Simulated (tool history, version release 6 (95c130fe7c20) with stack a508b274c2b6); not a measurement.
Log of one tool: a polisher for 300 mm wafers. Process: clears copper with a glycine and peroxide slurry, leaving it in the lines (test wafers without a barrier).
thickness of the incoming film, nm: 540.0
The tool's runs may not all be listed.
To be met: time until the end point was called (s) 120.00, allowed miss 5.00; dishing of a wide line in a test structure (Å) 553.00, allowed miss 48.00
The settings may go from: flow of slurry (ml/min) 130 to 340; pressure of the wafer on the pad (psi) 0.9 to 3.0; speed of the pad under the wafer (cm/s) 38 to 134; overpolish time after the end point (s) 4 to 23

| run | hour | flow of slurry (ml/min) | pressure of the wafer on the pad (psi) | speed of the pad under the wafer (cm/s) | overpolish time after the end point (s) | time until the end point was called (s) | dishing of a wide line in a test structure (Å) |
|---|---|---|---|---|---|---|---|
| 1 | 0.0 | 220 | 1.9 | 86 | 12 | 157.17 | 285.17 |
| 2 | 4.1 | 245 | 1.9 | 86 | 12 | 152.75 | 270.14 |
| 3 | 7.7 | 245 | 1.4 | 86 | 12 | 188.60 | 243.08 |
| 4 | 13.3 | 245 | 1.4 | 86 | 8 | 185.45 | 154.76 |
| 5 | 16.0 | 195 | 1.4 | 86 | 8 | 192.87 | 150.94 |
| 6 | 16.7 | 195 | 1.4 | 86 | 13 | 192.31 | 250.52 |
| 7 | 24.2 | 195 | 1.6 | 86 | 14 | 180.88 | 289.25 |
| 8 | 32.8 | 200 | 1.8 | 86 | 15 | 163.09 | 311.74 |
| 9 | 35.7 | 205 | 1.9 | 86 | 16 | 160.43 | 344.06 |
| 10 | 42.1 | 205 | 2.5 | 90 | 19 | 127.70 | 484.47 |

Which of these 4 next moves meets every target?
| A | 48.5 | 220 | 2.5 | 86 | 17 | ? | ? |
| B | 48.5 | 210 | 2.5 | 96 | 20 | ? | ? |
| C | 48.5 | 190 | 2.4 | 82 | 16 | ? | ? |
| D | 48.5 | 200 | 2.8 | 88 | 15 | ? | ? |

| move | time until the end point was called (s) | dishing of a wide line in a test structure (Å) |
|---|---|---|
| A | 127.61 | 461.49 |
| B | 117.73 | 568.55 |
| C | 139.15 | 404.66 |
| D | 116.86 | 447.61 |
A: further off than the last run
B: meets every target
C: further off than the last run
D: brings the result that was furthest off to its target, and leaves another outside
Answer: B
